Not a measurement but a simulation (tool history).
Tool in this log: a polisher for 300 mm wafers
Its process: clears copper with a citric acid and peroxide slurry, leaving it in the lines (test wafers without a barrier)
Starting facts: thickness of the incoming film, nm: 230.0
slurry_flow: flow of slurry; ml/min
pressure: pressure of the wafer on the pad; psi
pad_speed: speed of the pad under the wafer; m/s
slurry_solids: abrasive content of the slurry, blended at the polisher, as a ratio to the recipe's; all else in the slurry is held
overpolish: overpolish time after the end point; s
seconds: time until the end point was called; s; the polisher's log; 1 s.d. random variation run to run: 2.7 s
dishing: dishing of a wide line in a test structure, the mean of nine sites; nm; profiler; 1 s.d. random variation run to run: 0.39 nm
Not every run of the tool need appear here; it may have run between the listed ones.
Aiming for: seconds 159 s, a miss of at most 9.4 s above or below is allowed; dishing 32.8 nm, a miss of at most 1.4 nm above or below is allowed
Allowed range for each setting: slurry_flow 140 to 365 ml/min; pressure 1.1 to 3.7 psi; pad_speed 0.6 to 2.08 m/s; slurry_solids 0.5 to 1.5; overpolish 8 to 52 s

{"run": 1, "hour": 0.0, "slurry_flow": 235, "pressure": 2.4, "pad_speed": 1.34, "slurry_solids": 1, "overpolish": 26, "seconds": 111.37, "dishing": 28.834}
{"run": 2, "hour": 2.6, "slurry_flow": 235, "pressure": 2.4, "pad_speed": 1.34, "slurry_solids": 1, "overpolish": 22, "seconds": 110.68, "dishing": 26.597}
{"run": 3, "hour": 6.2, "slurry_flow": 235, "pressure": 2.2, "pad_speed": 1.32, "slurry_solids": 1, "overpolish": 27, "seconds": 121.99, "dishing": 27.613}
{"run": 4, "hour": 7.4, "slurry_flow": 235, "pressure": 2.1, "pad_speed": 1.3, "slurry_solids": 1, "overpolish": 31, "seconds": 129.24, "dishing": 29.275}
{"run": 5, "hour": 15.4, "slurry_flow": 235, "pressure": 2.1, "pad_speed": 1.3, "slurry_solids": 1, "overpolish": 26, "seconds": 132.43, "dishing": 26.352}
{"run": 6, "hour": 24.3, "slurry_flow": 235, "pressure": 2.1, "pad_speed": 1.3, "slurry_solids": 1.15, "overpolish": 26, "seconds": 123.43, "dishing": 27.066}
{"run": 7, "hour": 33.1, "slurry_flow": 235, "pressure": 2, "pad_speed": 1.28, "slurry_solids": 1.15, "overpolish": 30, "seconds": 134.55, "dishing": 28.551}
{"run": 8, "hour": 38.7, "slurry_flow": 235, "pressure": 1.9, "pad_speed": 1.28, "slurry_solids": 1.15, "overpolish": 33, "seconds": 141.11, "dishing": 28.939}
{"run": 9, "hour": 42.4, "slurry_flow": 235, "pressure": 1.9, "pad_speed": 1.28, "slurry_solids": 1.15, "overpolish": 33, "seconds": 138.82, "dishing": 27.949}
{"run": 10, "hour": 43.5, "slurry_flow": 235, "pressure": 1.9, "pad_speed": 1.26, "slurry_solids": 1.15, "overpolish": 37, "seconds": 136.29, "dishing": 29.937}
{"run": 11, "hour": 47.1, "slurry_flow": 230, "pressure": 1.4, "pad_speed": 1.22, "slurry_solids": 1.15, "overpolish": 49, "seconds": 195.95, "dishing": 28.56}
{"run": 12, "hour": 51.3, "slurry_flow": 230, "pressure": 1.5, "pad_speed": 1.22, "slurry_solids": 1.15, "overpolish": 49, "seconds": 178.74, "dishing": 30.137}
{"run": 13, "hour": 57.3, "slurry_flow": 230, "pressure": 1.6, "pad_speed": 1.22, "slurry_solids": 1.15, "overpolish": 49, "seconds": 174.61, "dishing": 31.286}

Which one of the following 5 next-run settings gets every result inside its allowed miss? There is exactly one.
{"run": "A", "hour": 63.3, "slurry_flow": 255, "pressure": 1.5, "pad_speed": 1.56, "slurry_solids": 1.25, "overpolish": 46, "seconds": "?", "dishing": "?"}
{"run": "B", "hour": 63.3, "slurry_flow": 175, "pressure": 1.8, "pad_speed": 1.24, "slurry_solids": 1.1, "overpolish": 48, "seconds": "?", "dishing": "?"}
{"run": "C", "hour": 63.3, "slurry_flow": 235, "pressure": 1.9, "pad_speed": 1.34, "slurry_solids": 1.15, "overpolish": 49, "seconds": "?", "dishing": "?"}
{"run": "D", "hour": 63.3, "slurry_flow": 205, "pressure": 1.7, "pad_speed": 1.24, "slurry_solids": 1.2, "overpolish": 41, "seconds": "?", "dishing": "?"}
{"run": "E", "hour": 63.3, "slurry_flow": 180, "pressure": 1.6, "pad_speed": 1.28, "slurry_solids": 1, "overpolish": 42, "seconds": "?", "dishing": "?"}

move=A seconds=146.01 dishing=33.018
move=B seconds=164.22 dishing=32.668
move=C seconds=137.65 dishing=35.813
move=D seconds=165.9 dishing=29.832
move=E seconds=181.41 dishing=28.615
A: pushes the last run's worst result past its target
B: every result within its allowed miss
C: pushes the last run's worst result past its target
D: gets the furthest-off result to its target, but another result is out of tolerance
E: misses by more than the last run did
The right move is B.

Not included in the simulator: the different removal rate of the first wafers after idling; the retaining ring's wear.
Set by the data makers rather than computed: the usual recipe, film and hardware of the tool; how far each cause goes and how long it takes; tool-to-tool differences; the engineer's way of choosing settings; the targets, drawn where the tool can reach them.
